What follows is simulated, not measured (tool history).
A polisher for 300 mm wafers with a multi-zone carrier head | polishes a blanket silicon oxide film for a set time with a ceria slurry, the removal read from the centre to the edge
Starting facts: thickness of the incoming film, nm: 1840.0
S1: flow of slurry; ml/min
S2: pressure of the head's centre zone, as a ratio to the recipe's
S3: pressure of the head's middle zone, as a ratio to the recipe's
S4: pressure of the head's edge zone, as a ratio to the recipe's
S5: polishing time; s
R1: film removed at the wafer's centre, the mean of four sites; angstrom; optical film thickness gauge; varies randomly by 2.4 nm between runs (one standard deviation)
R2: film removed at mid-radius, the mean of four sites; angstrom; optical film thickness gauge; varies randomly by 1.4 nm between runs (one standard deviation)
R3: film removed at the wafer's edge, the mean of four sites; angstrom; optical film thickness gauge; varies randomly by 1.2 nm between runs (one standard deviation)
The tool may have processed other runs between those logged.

Run 1, hour 0.0: S1 215 ml/min, S2 1.00, S3 1.00, S4 1.00, S5 64 s. Result: R1 2589.4 angstrom, R2 2340.9 angstrom, R3 2354.9 angstrom.
Run 2, hour 4.6: S1 215 ml/min, S2 1.00, S3 0.91, S4 1.00, S5 64 s. Result: R1 2522.8 angstrom, R2 2114.2 angstrom, R3 2341.5 angstrom.
Run 3, hour 11.4: S1 200 ml/min, S2 0.94, S3 0.88, S4 0.96, S5 60 s. Result: R1 2206.5 angstrom, R2 1937.6 angstrom, R3 2197.4 angstrom.
Run 4, hour 19.4: S1 195 ml/min, S2 0.91, S3 0.87, S4 0.93, S5 56 s. Result: R1 2029.3 angstrom, R2 1789.2 angstrom, R3 1989.6 angstrom.
Run 5, hour 22.2: S1 180 ml/min, S2 0.88, S3 0.87, S4 0.93, S5 54 s. Result: R1 1807.0 angstrom, R2 1674.6 angstrom, R3 1916.6 angstrom.
Run 6, hour 24.2: S1 180 ml/min, S2 0.88, S3 0.90, S4 0.93, S5 54 s. Result: R1 1801.8 angstrom, R2 1736.0 angstrom, R3 1902.7 angstrom.
Run 7, hour 26.5: S1 170 ml/min, S2 0.87, S3 0.89, S4 0.91, S5 53 s. Result: R1 1799.1 angstrom, R2 1684.9 angstrom, R3 1848.2 angstrom.

Run 8 comes next. What will it give?
Run 8, hour 31.8: S1 165 ml/min, S2 0.85, S3 0.88, S4 0.90, S5 53 s. Result: R1 ?, R2 ?, R3 ?.

R1: 1694.8 angstrom
R2: 1644.1 angstrom
R3: 1822.8 angstrom
